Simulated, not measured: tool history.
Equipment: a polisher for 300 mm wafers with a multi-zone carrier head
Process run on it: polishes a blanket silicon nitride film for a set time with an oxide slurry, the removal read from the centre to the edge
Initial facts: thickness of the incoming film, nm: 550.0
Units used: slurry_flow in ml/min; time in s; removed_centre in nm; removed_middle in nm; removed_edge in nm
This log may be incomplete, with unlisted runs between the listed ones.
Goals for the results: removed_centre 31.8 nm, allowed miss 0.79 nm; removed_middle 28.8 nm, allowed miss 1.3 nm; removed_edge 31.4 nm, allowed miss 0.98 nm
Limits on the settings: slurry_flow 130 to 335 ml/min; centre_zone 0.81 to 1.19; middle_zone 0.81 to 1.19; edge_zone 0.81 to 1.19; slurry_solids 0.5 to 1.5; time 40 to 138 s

run	hour	slurry_flow	centre_zone	middle_zone	edge_zone	slurry_solids	time	removed_centre	removed_middle	removed_edge
1	0	215	1	1	1	1	88	45.755	45.352	45.342
2	2.8	210	0.99	0.96	0.97	0.9	87	43.498	41.741	42.626
3	4.3	210	0.99	0.96	0.97	0.8	87	41.726	40.995	41.61
4	9.5	205	0.99	0.93	0.95	0.75	84	40.112	36.699	38.599
5	14	205	0.99	0.93	0.95	0.65	84	38.49	35.776	37.434
6	17.8	200	0.97	0.91	0.93	0.6	83	36.641	33.533	35.276
7	19.8	190	0.95	0.89	0.92	0.6	83	34.849	33.595	35.513
8	27.9	190	0.95	0.88	0.91	0.6	82	35.131	32.548	34.593
9	30.5	185	0.94	0.87	0.9	0.6	82	34.766	32.557	34.947
10	34.9	185	0.94	0.86	0.89	0.6	81	34.339	32.785	33.945
11	43.6	185	0.94	0.85	0.89	0.6	80	33.484	31.726	33.362

Of the 4 settings listed for the next run, only one would bring every result within its allowed miss of target. Which one?
A	52.3	210	0.92	1.03	0.81	0.85	65	?	?	?
B	52.3	225	0.96	0.84	0.94	0.6	72	?	?	?
C	52.3	170	0.87	0.89	0.81	0.85	73	?	?	?
D	52.3	295	1.03	0.95	0.81	0.65	69	?	?	?

move	removed_centre	removed_middle	removed_edge
A	29.589	32.54	28.875
B	31.465	28.842	31.311
C	30.623	32.335	31.956
D	33.956	31.391	29.28
A: its largest miss is bigger than the last run's
B: every result lands within tolerance
C: its largest miss is bigger than the last run's
D: its largest miss is bigger than the last run's
Go with B: it meets all targets.

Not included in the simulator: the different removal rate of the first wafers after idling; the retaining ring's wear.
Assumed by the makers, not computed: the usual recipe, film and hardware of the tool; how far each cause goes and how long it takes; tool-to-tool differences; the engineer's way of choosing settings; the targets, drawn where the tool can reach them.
